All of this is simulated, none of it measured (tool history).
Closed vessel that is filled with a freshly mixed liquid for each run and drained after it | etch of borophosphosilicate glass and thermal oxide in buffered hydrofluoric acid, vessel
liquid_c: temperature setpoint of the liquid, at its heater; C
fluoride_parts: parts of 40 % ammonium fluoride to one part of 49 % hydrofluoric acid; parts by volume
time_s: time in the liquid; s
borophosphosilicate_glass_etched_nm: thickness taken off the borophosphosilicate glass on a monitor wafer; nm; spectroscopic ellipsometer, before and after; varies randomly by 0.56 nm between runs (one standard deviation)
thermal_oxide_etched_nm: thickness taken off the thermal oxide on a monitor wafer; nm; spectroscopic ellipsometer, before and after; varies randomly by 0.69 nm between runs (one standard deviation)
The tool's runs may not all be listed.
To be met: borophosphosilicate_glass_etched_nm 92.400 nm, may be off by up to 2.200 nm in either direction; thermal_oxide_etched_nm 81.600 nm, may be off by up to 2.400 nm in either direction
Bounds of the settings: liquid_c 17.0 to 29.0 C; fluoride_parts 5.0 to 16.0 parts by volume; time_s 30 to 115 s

| run | hour | liquid_c | fluoride_parts | time_s | borophosphosilicate_glass_etched_nm | thermal_oxide_etched_nm |
|---|---|---|---|---|---|---|
| 1 | 0.0 | 21.0 | 9.5 | 60 | 66.104 | 57.318 |
| 2 | 4.7 | 21.0 | 9.5 | 35 | 38.403 | 33.863 |
| 3 | 8.0 | 23.5 | 8.0 | 35 | 50.296 | 43.841 |
| 4 | 16.2 | 21.5 | 8.0 | 35 | 45.398 | 40.860 |
| 5 | 21.7 | 23.5 | 7.0 | 35 | 58.894 | 51.434 |
| 6 | 27.7 | 23.5 | 7.0 | 45 | 74.718 | 67.209 |
| 7 | 34.2 | 24.5 | 7.0 | 45 | 79.033 | 71.126 |
| 8 | 38.7 | 25.0 | 7.0 | 45 | 81.537 | 72.209 |

Exercise: of the 4 proposed moves below, exactly one satisfies all targets within the stated allowed misses. Which move is it?
| A | 43.2 | 27.0 | 9.0 | 55 | ? | ? |
| B | 43.2 | 25.5 | 7.5 | 50 | ? | ? |
| C | 43.2 | 27.0 | 11.0 | 70 | ? | ? |
| D | 43.2 | 28.0 | 6.0 | 35 | ? | ? |

| move | borophosphosilicate_glass_etched_nm | thermal_oxide_etched_nm |
|---|---|---|
| A | 86.573 | 76.943 |
| B | 86.006 | 76.239 |
| C | 91.683 | 81.594 |
| D | 86.102 | 76.214 |
A: nearer the targets than the last run, but a result is still out of spec
B: nearer the targets than the last run, but a result is still out of spec
C: in spec on every target
D: nearer the targets than the last run, but a result is still out of spec
Move C is the one to make.

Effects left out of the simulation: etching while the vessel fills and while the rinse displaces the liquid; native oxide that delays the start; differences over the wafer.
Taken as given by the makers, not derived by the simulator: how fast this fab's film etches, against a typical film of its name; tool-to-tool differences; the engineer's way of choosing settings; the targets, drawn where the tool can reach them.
